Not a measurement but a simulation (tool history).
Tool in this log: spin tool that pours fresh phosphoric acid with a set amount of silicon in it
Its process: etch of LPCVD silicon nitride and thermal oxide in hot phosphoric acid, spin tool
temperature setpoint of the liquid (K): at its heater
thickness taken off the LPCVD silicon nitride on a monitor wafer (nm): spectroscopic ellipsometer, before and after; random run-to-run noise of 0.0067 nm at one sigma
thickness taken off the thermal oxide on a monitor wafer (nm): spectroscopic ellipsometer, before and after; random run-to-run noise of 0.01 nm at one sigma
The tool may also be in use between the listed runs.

| run | day | temperature setpoint of the liquid (K) | silicon dissolved in the acid as it is poured (mg a litre) | time under the liquid (s) | thickness taken off the LPCVD silicon nitride on a monitor wafer (nm) | thickness taken off the thermal oxide on a monitor wafer (nm) |
|---|---|---|---|---|---|---|
| 1 | 0 | 437.15 | 20 | 80 | 7.6327 | 0.14083 |
| 2 | 0.3 | 437.15 | 12.5 | 80 | 7.6623 | 0.22387 |
| 3 | 0.458 | 437.15 | 12.5 | 60 | 5.7378 | 0.18219 |
| 4 | 0.604 | 436.15 | 12.5 | 60 | 5.5578 | 0.20099 |
| 5 | 0.662 | 435.15 | 10 | 50 | 4.4651 | 0.15493 |
| 6 | 0.871 | 434.65 | 8 | 45 | 3.9288 | 0.11633 |
| 7 | 0.904 | 434.15 | 6.5 | 40 | 3.4592 | 0.10606 |

Run 8 has not been measured yet. What should we expect?
| 8 | 1.217 | 433.65 | 5 | 35 | ? | ? |

{"run 8": {"thickness taken off the LPCVD silicon nitride on a monitor wafer (nm)": 2.9748, "thickness taken off the thermal oxide on a monitor wafer (nm)": 0.12617}}
